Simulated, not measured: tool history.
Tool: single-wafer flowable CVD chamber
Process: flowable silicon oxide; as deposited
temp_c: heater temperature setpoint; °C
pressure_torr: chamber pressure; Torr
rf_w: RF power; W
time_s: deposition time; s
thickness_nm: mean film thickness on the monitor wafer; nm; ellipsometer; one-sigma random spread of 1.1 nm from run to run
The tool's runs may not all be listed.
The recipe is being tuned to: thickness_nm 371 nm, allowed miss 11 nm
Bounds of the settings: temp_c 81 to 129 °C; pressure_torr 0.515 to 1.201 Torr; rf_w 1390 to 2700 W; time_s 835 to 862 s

run	day	temp_c	pressure_torr	rf_w	time_s	thickness_nm
1	0	105	0.858	2045	835	473.44
2	0.154	105	0.858	2045	862	486.72
3	0.267	107	0.857	2045	862	458.67
4	0.304	97	0.857	2045	862	613.24
5	0.342	102	0.855	2045	862	530.01
6	0.421	105	0.854	2045	862	482.77
7	0.475	108	0.853	2045	862	442.6
8	0.529	110	0.852	2045	862	419.61
9	0.654	111	0.851	2045	862	406.24
10	0.971	112	0.851	2045	862	396.01
11	1.175	113	0.851	2045	862	384.79
12	1.258	113	0.851	2045	862	385.2

Below are 5 possible settings for the next run. Only one of them brings all results inside the allowed miss of their targets. Which is it?
A	1.342	108	0.758	2080	847	?
B	1.342	113	0.886	2080	857	?
C	1.342	112	0.871	2045	855	?
D	1.342	111	0.81	1850	854	?
E	1.342	110	0.854	2175	835	?

move	thickness_nm
A	390.93
B	399.43
C	401.32
D	374.13
E	412.32
A: the biggest miss grows against the last run
B: the biggest miss grows against the last run
C: the biggest miss grows against the last run
D: hits every target within its allowed miss
E: the biggest miss grows against the last run
Answer: D
